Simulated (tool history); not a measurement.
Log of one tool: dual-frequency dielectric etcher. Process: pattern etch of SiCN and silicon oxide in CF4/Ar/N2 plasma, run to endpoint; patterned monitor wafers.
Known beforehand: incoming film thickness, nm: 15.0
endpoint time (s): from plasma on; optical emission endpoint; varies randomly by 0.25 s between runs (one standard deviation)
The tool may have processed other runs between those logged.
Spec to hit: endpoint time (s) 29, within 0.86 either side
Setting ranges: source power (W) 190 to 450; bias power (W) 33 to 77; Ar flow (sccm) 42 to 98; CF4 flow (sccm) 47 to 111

run 1 hour=0 | source_power_(W)=320 bias_power_(W)=55 Ar_flow_(sccm)=70 CF4_flow_(sccm)=79 | endpoint_time_(s)=25.137
run 2 hour=9 | source_power_(W)=350 bias_power_(W)=55 Ar_flow_(sccm)=70 CF4_flow_(sccm)=79 | endpoint_time_(s)=22.174
run 3 hour=11.8 | source_power_(W)=330 bias_power_(W)=54 Ar_flow_(sccm)=70 CF4_flow_(sccm)=79 | endpoint_time_(s)=23.806
run 4 hour=19.6 | source_power_(W)=300 bias_power_(W)=54 Ar_flow_(sccm)=70 CF4_flow_(sccm)=79 | endpoint_time_(s)=26.354
run 5 hour=24.2 | source_power_(W)=290 bias_power_(W)=54 Ar_flow_(sccm)=70 CF4_flow_(sccm)=79 | endpoint_time_(s)=27.693
run 6 hour=25.4 | source_power_(W)=320 bias_power_(W)=54 Ar_flow_(sccm)=70 CF4_flow_(sccm)=79 | endpoint_time_(s)=24.707
run 7 hour=28 | source_power_(W)=310 bias_power_(W)=54 Ar_flow_(sccm)=70 CF4_flow_(sccm)=79 | endpoint_time_(s)=25.542
run 8 hour=35.8 | source_power_(W)=300 bias_power_(W)=54 Ar_flow_(sccm)=70 CF4_flow_(sccm)=79 | endpoint_time_(s)=26.362
run 9 hour=40.9 | source_power_(W)=290 bias_power_(W)=54 Ar_flow_(sccm)=70 CF4_flow_(sccm)=79 | endpoint_time_(s)=27.568
run 10 hour=42.6 | source_power_(W)=270 bias_power_(W)=54 Ar_flow_(sccm)=70 CF4_flow_(sccm)=79 | endpoint_time_(s)=30.456

Which of these 5 next moves meets every target?
run A hour=44.3 | source_power_(W)=260 bias_power_(W)=53 Ar_flow_(sccm)=65 CF4_flow_(sccm)=83 | endpoint_time_(s)=?
run B hour=44.3 | source_power_(W)=270 bias_power_(W)=55 Ar_flow_(sccm)=64 CF4_flow_(sccm)=88 | endpoint_time_(s)=?
run C hour=44.3 | source_power_(W)=260 bias_power_(W)=57 Ar_flow_(sccm)=82 CF4_flow_(sccm)=82 | endpoint_time_(s)=?
run D hour=44.3 | source_power_(W)=270 bias_power_(W)=50 Ar_flow_(sccm)=71 CF4_flow_(sccm)=72 | endpoint_time_(s)=?
run E hour=44.3 | source_power_(W)=300 bias_power_(W)=53 Ar_flow_(sccm)=66 CF4_flow_(sccm)=69 | endpoint_time_(s)=?

move=A endpoint_time_(s)=31.65
move=B endpoint_time_(s)=29.638
move=C endpoint_time_(s)=31.722
move=D endpoint_time_(s)=31.662
move=E endpoint_time_(s)=27.502
A: misses by more than the last run did
B: all results in spec
C: misses by more than the last run did
D: misses by more than the last run did
E: moves the result that the last run missed by most past its target, out the other side
Go with B: it meets all targets.
